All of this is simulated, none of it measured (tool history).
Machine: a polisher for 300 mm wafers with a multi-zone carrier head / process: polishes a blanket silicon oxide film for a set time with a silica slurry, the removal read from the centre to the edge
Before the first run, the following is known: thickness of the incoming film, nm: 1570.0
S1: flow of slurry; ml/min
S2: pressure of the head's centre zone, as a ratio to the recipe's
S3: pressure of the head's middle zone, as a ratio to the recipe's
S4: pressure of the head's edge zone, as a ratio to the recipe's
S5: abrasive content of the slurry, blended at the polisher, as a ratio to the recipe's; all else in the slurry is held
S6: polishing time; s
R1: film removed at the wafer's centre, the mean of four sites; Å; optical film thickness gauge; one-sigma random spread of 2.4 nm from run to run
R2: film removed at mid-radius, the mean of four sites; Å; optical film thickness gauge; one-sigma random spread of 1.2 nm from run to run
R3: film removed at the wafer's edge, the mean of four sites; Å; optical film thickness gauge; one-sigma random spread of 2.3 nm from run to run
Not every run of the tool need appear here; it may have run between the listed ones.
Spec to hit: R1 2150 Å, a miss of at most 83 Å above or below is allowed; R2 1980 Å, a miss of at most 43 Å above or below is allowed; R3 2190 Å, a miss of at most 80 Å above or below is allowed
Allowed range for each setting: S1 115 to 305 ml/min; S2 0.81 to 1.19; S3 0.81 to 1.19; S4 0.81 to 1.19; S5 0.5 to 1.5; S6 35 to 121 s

| run | hour | S1 | S2 | S3 | S4 | S5 | S6 | R1 | R2 | R3 |
|---|---|---|---|---|---|---|---|---|---|---|
| 1 | 0 | 195 | 1 | 1 | 1 | 1 | 78 | 2374 | 2441.9 | 2507.6 |
| 2 | 6.4 | 195 | 0.93 | 1 | 1 | 1 | 78 | 2208.7 | 2470.8 | 2515.1 |
| 3 | 10.1 | 180 | 0.95 | 0.96 | 0.97 | 0.95 | 78 | 2196.1 | 2295.7 | 2390.1 |
| 4 | 11.3 | 180 | 0.95 | 0.96 | 0.97 | 1.15 | 78 | 2286.3 | 2430.2 | 2581.1 |
| 5 | 15.8 | 170 | 0.96 | 0.93 | 0.93 | 1.1 | 78 | 2285.6 | 2312.8 | 2406.7 |
| 6 | 23.9 | 160 | 0.96 | 0.9 | 0.92 | 1.1 | 78 | 2261.5 | 2221.4 | 2384.7 |
| 7 | 32.5 | 150 | 0.96 | 0.88 | 0.9 | 1.1 | 78 | 2185.1 | 2144.8 | 2354.5 |
| 8 | 34.6 | 150 | 0.96 | 0.88 | 0.9 | 1.1 | 78 | 2191.7 | 2150.2 | 2330.9 |
| 9 | 41.5 | 145 | 0.97 | 0.87 | 0.89 | 1.1 | 78 | 2195.6 | 2097.5 | 2312.6 |

4 candidate next runs follow, results not yet known. Just one meets every target within its allowed miss. Identify it.
| A | 48.4 | 170 | 1 | 0.96 | 0.82 | 1.05 | 73 | ? | ? | ? |
| B | 48.4 | 155 | 1.03 | 0.82 | 0.89 | 1 | 83 | ? | ? | ? |
| C | 48.4 | 135 | 1.04 | 0.88 | 0.89 | 0.95 | 77 | ? | ? | ? |
| D | 48.4 | 115 | 1.07 | 0.81 | 0.89 | 1.35 | 79 | ? | ? | ? |

| move | R1 | R2 | R3 |
|---|---|---|---|
| A | 2206.9 | 2164.8 | 2129 |
| B | 2480.4 | 2085.2 | 2445 |
| C | 2199 | 1951 | 2181.6 |
| D | 2425.9 | 1973.3 | 2401.1 |
A: further off than the last run
B: further off than the last run
C: in spec on every target
D: gets the furthest-off result to its target, but another result is out of tolerance
Move C is the one to make.

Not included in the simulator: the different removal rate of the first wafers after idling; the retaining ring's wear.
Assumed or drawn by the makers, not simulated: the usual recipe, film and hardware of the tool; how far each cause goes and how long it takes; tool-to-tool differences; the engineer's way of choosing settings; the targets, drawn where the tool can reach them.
